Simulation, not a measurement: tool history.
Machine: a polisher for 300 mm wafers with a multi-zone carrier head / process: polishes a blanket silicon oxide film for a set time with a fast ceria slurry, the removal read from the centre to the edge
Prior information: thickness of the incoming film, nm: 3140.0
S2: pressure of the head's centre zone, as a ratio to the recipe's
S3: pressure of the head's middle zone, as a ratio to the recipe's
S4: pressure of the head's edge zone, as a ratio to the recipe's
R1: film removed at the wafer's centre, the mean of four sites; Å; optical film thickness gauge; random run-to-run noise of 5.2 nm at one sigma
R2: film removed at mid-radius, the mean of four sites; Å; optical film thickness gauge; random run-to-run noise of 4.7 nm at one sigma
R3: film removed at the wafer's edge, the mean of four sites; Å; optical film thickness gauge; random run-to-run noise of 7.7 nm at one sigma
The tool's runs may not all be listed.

Run 1, hour 0.0: flow of slurry (ml/min) 135, S2 1.00, S3 1.00, S4 1.00, polishing time (s) 57. Result: R1 7923.8 Å, R2 7959.9 Å, R3 8305.8 Å.
Run 2, hour 7.3: flow of slurry (ml/min) 135, S2 1.00, S3 1.00, S4 0.92, polishing time (s) 57. Result: R1 7836.7 Å, R2 7885.3 Å, R3 8183.9 Å.
Run 3, hour 12.4: flow of slurry (ml/min) 135, S2 1.00, S3 1.00, S4 0.92, polishing time (s) 43. Result: R1 5908.7 Å, R2 6029.6 Å, R3 6041.9 Å.
Run 4, hour 12.9: flow of slurry (ml/min) 115, S2 1.00, S3 1.00, S4 0.92, polishing time (s) 43. Result: R1 5462.3 Å, R2 5627.8 Å, R3 5912.0 Å.
Run 5, hour 18.9: flow of slurry (ml/min) 130, S2 0.98, S3 1.04, S4 0.89, polishing time (s) 42. Result: R1 5624.4 Å, R2 6011.2 Å, R3 5805.8 Å.
Run 6, hour 22.3: flow of slurry (ml/min) 130, S2 1.07, S3 1.04, S4 0.89, polishing time (s) 42. Result: R1 6143.2 Å, R2 6004.0 Å, R3 5751.1 Å.

What does the tool deliver on the next run?
At hour 31.0: slurry nozzle cleaned.
Run 7, hour 31.0: flow of slurry (ml/min) 135, S2 1.03, S3 1.08, S4 0.88, polishing time (s) 42. Result: R1 ?, R2 ?, R3 ?.

{"run 7": {"R1": 7126.5, "R2": 7300.2, "R3": 6438.6}}
